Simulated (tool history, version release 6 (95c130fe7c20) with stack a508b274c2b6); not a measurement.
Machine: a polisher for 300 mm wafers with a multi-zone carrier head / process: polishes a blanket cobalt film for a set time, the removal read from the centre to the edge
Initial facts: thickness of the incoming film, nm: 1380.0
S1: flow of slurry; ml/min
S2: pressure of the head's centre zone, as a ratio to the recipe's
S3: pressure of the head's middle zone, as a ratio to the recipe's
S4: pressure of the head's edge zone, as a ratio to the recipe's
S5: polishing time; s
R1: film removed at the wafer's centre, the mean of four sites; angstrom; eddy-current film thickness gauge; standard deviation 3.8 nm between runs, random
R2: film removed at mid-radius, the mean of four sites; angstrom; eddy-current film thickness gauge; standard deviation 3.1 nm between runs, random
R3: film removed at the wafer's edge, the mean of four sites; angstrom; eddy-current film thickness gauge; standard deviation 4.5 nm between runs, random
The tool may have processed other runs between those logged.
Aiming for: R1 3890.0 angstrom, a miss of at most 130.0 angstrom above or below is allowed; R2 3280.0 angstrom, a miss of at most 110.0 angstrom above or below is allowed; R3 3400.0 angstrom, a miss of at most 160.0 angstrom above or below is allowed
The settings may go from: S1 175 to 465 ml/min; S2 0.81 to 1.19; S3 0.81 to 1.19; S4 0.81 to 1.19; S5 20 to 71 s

{"run": 1, "hour": 0.0, "S1": 295, "S2": 1.0, "S3": 1.0, "S4": 1.0, "S5": 45, "R1": 2564.8, "R2": 2531.0, "R3": 2549.4}
{"run": 2, "hour": 4.5, "S1": 265, "S2": 1.0, "S3": 1.0, "S4": 1.0, "S5": 45, "R1": 2590.0, "R2": 2485.8, "R3": 2481.0}
{"run": 3, "hour": 12.4, "S1": 210, "S2": 1.0, "S3": 1.0, "S4": 1.0, "S5": 45, "R1": 2464.7, "R2": 2451.4, "R3": 2451.6}
{"run": 4, "hour": 18.1, "S1": 210, "S2": 1.0, "S3": 1.0, "S4": 1.0, "S5": 41, "R1": 2266.2, "R2": 2226.0, "R3": 2260.1}
{"run": 5, "hour": 26.2, "S1": 210, "S2": 1.0, "S3": 1.0, "S4": 1.0, "S5": 51, "R1": 2763.3, "R2": 2767.0, "R3": 2774.8}
{"run": 6, "hour": 32.4, "S1": 210, "S2": 1.0, "S3": 1.07, "S4": 1.0, "S5": 51, "R1": 2782.0, "R2": 2906.3, "R3": 2735.2}
{"run": 7, "hour": 39.9, "S1": 225, "S2": 1.02, "S3": 1.07, "S4": 1.02, "S5": 52, "R1": 2907.8, "R2": 2927.5, "R3": 2893.7}
{"run": 8, "hour": 48.1, "S1": 240, "S2": 1.04, "S3": 1.08, "S4": 1.02, "S5": 52, "R1": 3053.1, "R2": 3028.3, "R3": 2890.7}
{"run": 9, "hour": 49.6, "S1": 255, "S2": 1.05, "S3": 1.08, "S4": 1.03, "S5": 52, "R1": 3053.6, "R2": 3039.8, "R3": 2952.3}
{"run": 10, "hour": 54.9, "S1": 270, "S2": 1.07, "S3": 1.08, "S4": 1.03, "S5": 52, "R1": 3155.5, "R2": 3047.1, "R3": 2921.2}
{"run": 11, "hour": 59.2, "S1": 280, "S2": 1.08, "S3": 1.08, "S4": 1.04, "S5": 52, "R1": 3229.8, "R2": 3029.4, "R3": 2968.2}
{"run": 12, "hour": 63.3, "S1": 340, "S2": 1.18, "S3": 1.13, "S4": 1.14, "S5": 55, "R1": 3754.5, "R2": 3463.6, "R3": 3365.3}
{"run": 13, "hour": 67.7, "S1": 340, "S2": 1.18, "S3": 1.12, "S4": 1.14, "S5": 55, "R1": 3749.6, "R2": 3390.8, "R3": 3299.0}

5 next moves are on the table. One of them brings every result within its allowed miss. Which?
{"run": "A", "hour": 72.1, "S1": 330, "S2": 1.0, "S3": 1.09, "S4": 1.19, "S5": 60, "R1": "?", "R2": "?", "R3": "?"}
{"run": "B", "hour": 72.1, "S1": 350, "S2": 1.17, "S3": 1.19, "S4": 1.16, "S5": 51, "R1": "?", "R2": "?", "R3": "?"}
{"run": "C", "hour": 72.1, "S1": 365, "S2": 1.16, "S3": 1.11, "S4": 1.05, "S5": 56, "R1": "?", "R2": "?", "R3": "?"}
{"run": "D", "hour": 72.1, "S1": 300, "S2": 1.19, "S3": 1.06, "S4": 1.19, "S5": 56, "R1": "?", "R2": "?", "R3": "?"}
{"run": "E", "hour": 72.1, "S1": 455, "S2": 1.19, "S3": 1.17, "S4": 1.08, "S5": 54, "R1": "?", "R2": "?", "R3": "?"}

move=A R1=3431.5 R2=3601.1 R3=3672.7
move=B R1=3438.8 R2=3263.5 R3=3101.4
move=C R1=3756.8 R2=3430.9 R3=3295.9
move=D R1=3775.1 R2=3264.3 R3=3403.8
move=E R1=3786.4 R2=3485.3 R3=3249.7
A: the biggest miss grows against the last run
B: the biggest miss grows against the last run
C: the biggest miss grows against the last run
D: meets every target
E: the furthest-off result lands on target, but another misses its tolerance
D is the move that brings every result within its allowed miss.
